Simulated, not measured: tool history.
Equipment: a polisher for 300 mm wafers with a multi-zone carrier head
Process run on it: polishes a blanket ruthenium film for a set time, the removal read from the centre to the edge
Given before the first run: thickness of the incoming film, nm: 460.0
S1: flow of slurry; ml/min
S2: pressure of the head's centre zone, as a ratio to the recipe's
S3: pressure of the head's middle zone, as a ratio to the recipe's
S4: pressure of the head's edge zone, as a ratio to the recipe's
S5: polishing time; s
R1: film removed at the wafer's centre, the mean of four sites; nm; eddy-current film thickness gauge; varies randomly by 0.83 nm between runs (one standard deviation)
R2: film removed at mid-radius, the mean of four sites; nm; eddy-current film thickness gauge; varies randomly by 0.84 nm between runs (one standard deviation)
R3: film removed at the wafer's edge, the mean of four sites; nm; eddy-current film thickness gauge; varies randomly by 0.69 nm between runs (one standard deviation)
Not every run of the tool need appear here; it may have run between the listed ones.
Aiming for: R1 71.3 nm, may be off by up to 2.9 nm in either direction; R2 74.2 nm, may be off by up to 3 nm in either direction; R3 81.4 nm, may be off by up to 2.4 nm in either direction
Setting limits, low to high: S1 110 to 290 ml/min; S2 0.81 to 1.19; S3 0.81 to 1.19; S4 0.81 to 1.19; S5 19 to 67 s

{"run": 1, "hour": 0.0, "S1": 185, "S2": 1, "S3": 1, "S4": 1, "S5": 43, "R1": 55.045, "R2": 58.215, "R3": 57.391}
{"run": 2, "hour": 7.0, "S1": 185, "S2": 1, "S3": 1, "S4": 1.04, "S5": 43, "R1": 55.101, "R2": 56.93, "R3": 58.218}
{"run": 3, "hour": 9.5, "S1": 185, "S2": 1, "S3": 1.07, "S4": 1.04, "S5": 43, "R1": 54.488, "R2": 61.338, "R3": 58.434}
{"run": 4, "hour": 13.4, "S1": 185, "S2": 1, "S3": 1.07, "S4": 1.04, "S5": 36, "R1": 46.786, "R2": 50.382, "R3": 48.786}
{"run": 5, "hour": 19.0, "S1": 185, "S2": 1, "S3": 1.07, "S4": 1.11, "S5": 36, "R1": 46.569, "R2": 49.712, "R3": 51.523}
{"run": 6, "hour": 19.8, "S1": 140, "S2": 1, "S3": 1.07, "S4": 1.11, "S5": 36, "R1": 43.508, "R2": 47.674, "R3": 49.327}
{"run": 7, "hour": 25.7, "S1": 160, "S2": 1.01, "S3": 1.06, "S4": 1.13, "S5": 40, "R1": 50.558, "R2": 54.712, "R3": 56.084}
{"run": 8, "hour": 28.5, "S1": 180, "S2": 1, "S3": 1.04, "S4": 1.15, "S5": 43, "R1": 55.788, "R2": 58.97, "R3": 62.054}
{"run": 9, "hour": 34.5, "S1": 195, "S2": 0.99, "S3": 1.03, "S4": 1.16, "S5": 45, "R1": 57.125, "R2": 61.306, "R3": 65.901}
{"run": 10, "hour": 42.9, "S1": 205, "S2": 0.99, "S3": 1.02, "S4": 1.17, "S5": 47, "R1": 61.028, "R2": 63.406, "R3": 68.924}
{"run": 11, "hour": 47.3, "S1": 210, "S2": 0.99, "S3": 1.02, "S4": 1.18, "S5": 49, "R1": 63.802, "R2": 65.898, "R3": 73.459}
{"run": 12, "hour": 54.0, "S1": 215, "S2": 0.99, "S3": 1.03, "S4": 1.18, "S5": 50, "R1": 64.549, "R2": 68.475, "R3": 73.815}
{"hour": 56.2, "done": "slurry nozzle cleaned"}
{"run": 13, "hour": 56.2, "S1": 215, "S2": 0.99, "S3": 1.02, "S4": 1.18, "S5": 51, "R1": 69.474, "R2": 72.373, "R3": 76.644}
{"run": 14, "hour": 57.0, "S1": 220, "S2": 0.98, "S3": 1.01, "S4": 1.18, "S5": 52, "R1": 69.906, "R2": 72.601, "R3": 78.73}

Exactly one of the 5 candidate moves below puts every result within its allowed miss. Which one?
{"run": "A", "hour": 57.8, "S1": 200, "S2": 1.09, "S3": 1.06, "S4": 1.12, "S5": 52, "R1": "?", "R2": "?", "R3": "?"}
{"run": "B", "hour": 57.8, "S1": 190, "S2": 1.04, "S3": 1.02, "S4": 1.14, "S5": 52, "R1": "?", "R2": "?", "R3": "?"}
{"run": "C", "hour": 57.8, "S1": 180, "S2": 0.98, "S3": 1, "S4": 1.17, "S5": 55, "R1": "?", "R2": "?", "R3": "?"}
{"run": "D", "hour": 57.8, "S1": 235, "S2": 0.95, "S3": 1.07, "S4": 1.18, "S5": 50, "R1": "?", "R2": "?", "R3": "?"}
{"run": "E", "hour": 57.8, "S1": 285, "S2": 1.02, "S3": 1.02, "S4": 1.03, "S5": 50, "R1": "?", "R2": "?", "R3": "?"}

move=A R1=76.289 R2=75.254 R3=75.295
move=B R1=72.191 R2=72.356 R3=75.639
move=C R1=71.309 R2=74.718 R3=80.664
move=D R1=65.294 R2=74.447 R3=75.469
move=E R1=71.734 R2=72.952 R3=71.592
A: further off than the last run
B: further off than the last run
C: each result inside its tolerance
D: further off than the last run
E: further off than the last run
Move C is the one to make.

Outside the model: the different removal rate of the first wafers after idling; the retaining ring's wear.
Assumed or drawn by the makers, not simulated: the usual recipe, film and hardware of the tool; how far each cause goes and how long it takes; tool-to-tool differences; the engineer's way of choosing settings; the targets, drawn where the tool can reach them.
